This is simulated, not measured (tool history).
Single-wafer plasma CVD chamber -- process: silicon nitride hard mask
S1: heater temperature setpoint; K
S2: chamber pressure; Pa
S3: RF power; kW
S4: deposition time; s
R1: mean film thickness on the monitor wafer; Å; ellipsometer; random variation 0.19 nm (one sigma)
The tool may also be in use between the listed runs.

run	day	S1	S2	S3	S4	R1
1	0.000	678.15	153	0.375	52.7	654.89
2	0.075	678.15	175	0.375	52.7	683.05
3	0.208	678.15	184	0.375	52.7	696.12
4	0.525	672.15	184	0.375	52.7	695.94
5	0.708	672.15	184	0.375	52.7	698.52
6	0.796	672.15	167	0.355	52.7	650.81
7	0.888	672.15	167	0.355	52.7	644.89
8	1.117	672.15	153	0.340	52.7	609.52
9	1.304	672.15	143	0.330	52.7	580.23
10	1.454	672.15	133	0.325	52.7	559.91
11	1.817	672.15	125	0.320	52.7	540.48
12	2.079	672.15	120	0.320	52.7	532.45

Predict the results of run 13:
13	2.404	672.15	92	0.310	52.7	?

{"run 13": {"R1": 468.47}}
